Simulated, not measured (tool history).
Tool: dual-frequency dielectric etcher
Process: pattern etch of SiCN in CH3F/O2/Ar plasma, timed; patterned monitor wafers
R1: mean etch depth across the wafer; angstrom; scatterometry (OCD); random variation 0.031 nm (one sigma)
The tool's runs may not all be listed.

{"run": 1, "hour": 0.0, "source power (W)": 340, "bias power (W)": 100, "etch time (s)": 47.0, "R1": 197.02}
{"run": 2, "hour": 3.7, "source power (W)": 320, "bias power (W)": 93, "etch time (s)": 46.5, "R1": 182.65}
{"run": 3, "hour": 9.2, "source power (W)": 300, "bias power (W)": 89, "etch time (s)": 46.5, "R1": 174.01}
{"run": 4, "hour": 17.4, "source power (W)": 290, "bias power (W)": 86, "etch time (s)": 46.5, "R1": 167.73}
{"run": 5, "hour": 26.2, "source power (W)": 280, "bias power (W)": 84, "etch time (s)": 46.5, "R1": 163.35}
{"run": 6, "hour": 30.1, "source power (W)": 270, "bias power (W)": 83, "etch time (s)": 46.5, "R1": 159.43}
{"run": 7, "hour": 38.2, "source power (W)": 260, "bias power (W)": 82, "etch time (s)": 46.5, "R1": 157.19}
{"run": 8, "hour": 40.3, "source power (W)": 250, "bias power (W)": 81, "etch time (s)": 46.5, "R1": 153.36}

The next listed run, before its measurement:
{"run": 9, "hour": 48.2, "source power (W)": 240, "bias power (W)": 80, "etch time (s)": 46.5, "R1": "?"}

Run 9 gave R1 150.09 angstrom.
